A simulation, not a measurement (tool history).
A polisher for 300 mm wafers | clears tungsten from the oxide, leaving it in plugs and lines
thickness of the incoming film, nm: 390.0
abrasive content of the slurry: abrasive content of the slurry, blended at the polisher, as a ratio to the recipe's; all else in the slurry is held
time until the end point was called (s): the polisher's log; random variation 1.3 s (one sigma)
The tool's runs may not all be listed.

run	hour	flow of slurry (ml/min)	pressure of the wafer on the pad (psi)	speed of the pad under the wafer (cm/s)	abrasive content of the slurry	overpolish time after the end point (s)	time until the end point was called (s)
1	0.0	300	4.8	108	1.0	25	71.031
2	2.6	375	4.8	108	1.0	25	69.333
3	4.4	325	4.8	108	1.0	25	72.626
4	7.3	365	4.8	108	1.0	25	69.463
5	15.0	365	4.8	108	1.0	26	69.424
6	18.4	365	4.8	92	1.0	26	83.035

Forecast run 7:
7	23.6	360	4.4	92	1.0	26	?

time until the end point was called (s): 88.489
